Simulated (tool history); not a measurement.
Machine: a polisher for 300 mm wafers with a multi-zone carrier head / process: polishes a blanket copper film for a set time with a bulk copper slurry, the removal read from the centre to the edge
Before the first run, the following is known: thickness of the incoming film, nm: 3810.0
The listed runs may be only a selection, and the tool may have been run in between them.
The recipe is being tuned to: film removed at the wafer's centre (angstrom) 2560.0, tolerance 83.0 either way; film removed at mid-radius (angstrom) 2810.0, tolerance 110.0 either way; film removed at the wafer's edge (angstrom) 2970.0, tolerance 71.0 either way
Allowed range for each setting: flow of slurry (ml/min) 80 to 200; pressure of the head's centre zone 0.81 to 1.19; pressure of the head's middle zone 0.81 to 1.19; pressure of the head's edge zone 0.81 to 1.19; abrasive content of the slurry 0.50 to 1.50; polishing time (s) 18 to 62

| run | hour | flow of slurry (ml/min) | pressure of the head's centre zone | pressure of the head's middle zone | pressure of the head's edge zone | abrasive content of the slurry | polishing time (s) | film removed at the wafer's centre (angstrom) | film removed at mid-radius (angstrom) | film removed at the wafer's edge (angstrom) |
|---|---|---|---|---|---|---|---|---|---|---|
| 1 | 0.0 | 130 | 1.00 | 1.00 | 1.00 | 1.00 | 40 | 2547.2 | 2658.8 | 2622.2 |
| 2 | 4.5 | 120 | 1.00 | 1.00 | 1.00 | 1.00 | 40 | 2574.4 | 2574.3 | 2607.7 |
| 3 | 7.9 | 130 | 0.99 | 0.99 | 1.04 | 1.00 | 40 | 2613.6 | 2539.5 | 2645.1 |
| 4 | 15.5 | 130 | 0.99 | 0.99 | 1.04 | 0.80 | 40 | 2479.2 | 2436.6 | 2545.6 |
| 5 | 18.6 | 140 | 0.95 | 1.01 | 1.08 | 0.90 | 40 | 2476.9 | 2613.4 | 2668.8 |
| 6 | 19.4 | 140 | 0.95 | 1.01 | 1.08 | 0.95 | 40 | 2525.3 | 2615.3 | 2698.7 |
| 7 | 27.6 | 145 | 0.92 | 1.02 | 1.11 | 1.00 | 40 | 2431.8 | 2733.7 | 2743.5 |
| 8 | 31.1 | 150 | 0.92 | 1.01 | 1.13 | 1.05 | 40 | 2483.9 | 2662.1 | 2884.3 |
| 9 | 37.0 | 155 | 0.92 | 1.02 | 1.13 | 1.05 | 40 | 2547.8 | 2716.1 | 2861.3 |
| 10 | 44.7 | 155 | 0.91 | 1.03 | 1.14 | 1.05 | 40 | 2464.8 | 2802.2 | 2865.5 |
| 11 | 52.5 | 160 | 0.91 | 1.03 | 1.15 | 1.05 | 40 | 2534.9 | 2823.1 | 2898.9 |

Of the 5 settings listed for the next run, only one would bring every result within its allowed miss of target. Which one?
| A | 60.3 | 175 | 0.87 | 0.98 | 1.07 | 1.15 | 41 | ? | ? | ? |
| B | 60.3 | 165 | 0.93 | 1.05 | 1.08 | 1.05 | 40 | ? | ? | ? |
| C | 60.3 | 190 | 0.83 | 0.97 | 1.16 | 1.20 | 41 | ? | ? | ? |
| D | 60.3 | 195 | 0.89 | 0.99 | 1.10 | 0.80 | 41 | ? | ? | ? |
| E | 60.3 | 195 | 0.93 | 1.00 | 1.16 | 0.85 | 40 | ? | ? | ? |

| move | film removed at the wafer's centre (angstrom) | film removed at mid-radius (angstrom) | film removed at the wafer's edge (angstrom) |
|---|---|---|---|
| A | 2589.1 | 2907.8 | 3005.8 |
| B | 2605.0 | 2894.7 | 2862.9 |
| C | 2537.7 | 2949.7 | 3178.0 |
| D | 2475.5 | 2737.0 | 2832.3 |
| E | 2550.0 | 2726.3 | 2871.0 |
A: all results in spec
B: its largest miss is bigger than the last run's
C: pushes the last run's worst result past its target
D: its largest miss is bigger than the last run's
E: its largest miss is bigger than the last run's
Go with A: it meets all targets.
